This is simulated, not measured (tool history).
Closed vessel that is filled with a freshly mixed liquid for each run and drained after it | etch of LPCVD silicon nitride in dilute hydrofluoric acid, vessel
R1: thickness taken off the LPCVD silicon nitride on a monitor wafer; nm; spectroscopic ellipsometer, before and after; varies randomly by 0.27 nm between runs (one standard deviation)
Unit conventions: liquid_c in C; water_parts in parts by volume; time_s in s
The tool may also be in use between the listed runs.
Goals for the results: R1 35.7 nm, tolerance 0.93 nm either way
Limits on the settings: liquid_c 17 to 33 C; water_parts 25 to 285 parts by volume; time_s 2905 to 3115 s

run 1 hour=0 | liquid_c=25 water_parts=155 time_s=2905 | R1=9.4155
run 2 hour=0.7 | liquid_c=28.5 water_parts=155 time_s=2905 | R1=11.825
run 3 hour=7.7 | liquid_c=30 water_parts=115 time_s=2910 | R1=17.854
run 4 hour=11.1 | liquid_c=31 water_parts=95 time_s=2910 | R1=22.395
run 5 hour=18.3 | liquid_c=31.5 water_parts=80 time_s=2910 | R1=27.9
run 6 hour=19 | liquid_c=30 water_parts=80 time_s=2910 | R1=25.456
run 7 hour=25.3 | liquid_c=31 water_parts=75 time_s=2910 | R1=28.374
run 8 hour=29.7 | liquid_c=31.5 water_parts=70 time_s=2910 | R1=31.65
run 9 hour=31.4 | liquid_c=32 water_parts=70 time_s=2910 | R1=32.668
run 10 hour=35.8 | liquid_c=32.5 water_parts=70 time_s=2910 | R1=33.14
run 11 hour=42.6 | liquid_c=33 water_parts=65 time_s=2910 | R1=37.464

Which single option among these 5 for the next run brings every result within its allowed miss of target? Just one does.
run A hour=49.4 | liquid_c=33 water_parts=65 time_s=3095 | R1=?
run B hour=49.4 | liquid_c=32.5 water_parts=60 time_s=2955 | R1=?
run C hour=49.4 | liquid_c=30.5 water_parts=60 time_s=2970 | R1=?
run D hour=49.4 | liquid_c=32.5 water_parts=60 time_s=2925 | R1=?
run E hour=49.4 | liquid_c=33 water_parts=65 time_s=3115 | R1=?

move=A R1=39.369
move=B R1=39.448
move=C R1=34.888
move=D R1=39.048
move=E R1=39.623
A: further off than the last run
B: further off than the last run
C: each result inside its tolerance
D: further off than the last run
E: further off than the last run
Move C is the one to make.
